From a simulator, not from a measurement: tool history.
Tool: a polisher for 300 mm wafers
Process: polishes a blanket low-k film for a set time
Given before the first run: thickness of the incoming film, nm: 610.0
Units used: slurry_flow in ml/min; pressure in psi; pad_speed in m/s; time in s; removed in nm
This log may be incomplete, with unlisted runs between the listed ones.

{"run": 1, "hour": 0.0, "slurry_flow": 220, "pressure": 2.2, "pad_speed": 0.92, "slurry_solids": 1.0, "time": 113, "removed": 59.786}
{"run": 2, "hour": 2.2, "slurry_flow": 220, "pressure": 2.2, "pad_speed": 0.92, "slurry_solids": 1.15, "time": 113, "removed": 65.096}
{"run": 3, "hour": 4.1, "slurry_flow": 220, "pressure": 2.2, "pad_speed": 0.72, "slurry_solids": 1.15, "time": 113, "removed": 56.074}
{"run": 4, "hour": 10.4, "slurry_flow": 215, "pressure": 2.0, "pad_speed": 0.72, "slurry_solids": 1.15, "time": 113, "removed": 51.014}
{"run": 5, "hour": 12.0, "slurry_flow": 210, "pressure": 1.8, "pad_speed": 0.72, "slurry_solids": 1.15, "time": 113, "removed": 45.289}
{"run": 6, "hour": 14.2, "slurry_flow": 200, "pressure": 1.7, "pad_speed": 0.72, "slurry_solids": 1.15, "time": 113, "removed": 42.577}

Run 7 has not been measured yet. What should we expect?
{"run": 7, "hour": 21.8, "slurry_flow": 200, "pressure": 1.7, "pad_speed": 0.72, "slurry_solids": 1.15, "time": 113, "removed": "?"}

{"run 7": {"removed": 42.82}}

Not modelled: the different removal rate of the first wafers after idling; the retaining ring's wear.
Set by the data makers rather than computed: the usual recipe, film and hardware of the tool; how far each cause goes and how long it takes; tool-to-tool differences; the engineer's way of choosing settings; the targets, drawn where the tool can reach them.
